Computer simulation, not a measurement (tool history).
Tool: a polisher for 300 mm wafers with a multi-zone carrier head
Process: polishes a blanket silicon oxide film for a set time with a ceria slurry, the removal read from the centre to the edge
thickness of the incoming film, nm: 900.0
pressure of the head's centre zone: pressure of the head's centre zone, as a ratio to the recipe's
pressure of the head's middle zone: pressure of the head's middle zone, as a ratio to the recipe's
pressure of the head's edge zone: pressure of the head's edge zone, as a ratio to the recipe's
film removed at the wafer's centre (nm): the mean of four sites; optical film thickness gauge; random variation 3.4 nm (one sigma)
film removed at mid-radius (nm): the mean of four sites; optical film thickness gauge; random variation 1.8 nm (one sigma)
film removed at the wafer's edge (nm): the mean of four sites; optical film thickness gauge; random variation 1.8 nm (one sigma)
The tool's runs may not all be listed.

run    day  flow of slurry (ml/min)  pressure of the head's centre zone  pressure of the head's middle zone  pressure of the head's edge zone  polishing time (s)  film removed at the wafer's centre (nm)  film removed at mid-radius (nm)  film removed at the wafer's edge (nm)
  1  0.000                      200                                1.00                                1.00                              1.00                  32                                   201.34                           210.89                                 204.41
  2  0.362                      200                                1.00                                1.06                              1.00                  32                                   199.92                           223.49                                 206.08
  3  0.529                      210                                1.01                                1.05                              1.02                  32                                   204.75                           220.29                                 206.20
  4  0.742                      210                                1.01                                1.05                              0.96                  32                                   210.40                           222.37                                 205.09
  5  1.104                      215                                1.01                                1.04                              0.98                  33                                   210.82                           226.85                                 209.34
  6  1.350                      210                                1.02                                1.03                              1.00                  34                                   220.19                           230.02                                 219.07

Forecast run 7:
  7  1.454                      210                                1.03                                1.02                              1.01                  34                                        ?                                ?                                      ?

film removed at the wafer's centre (nm): 221.78
film removed at mid-radius (nm): 227.79
film removed at the wafer's edge (nm): 216.69
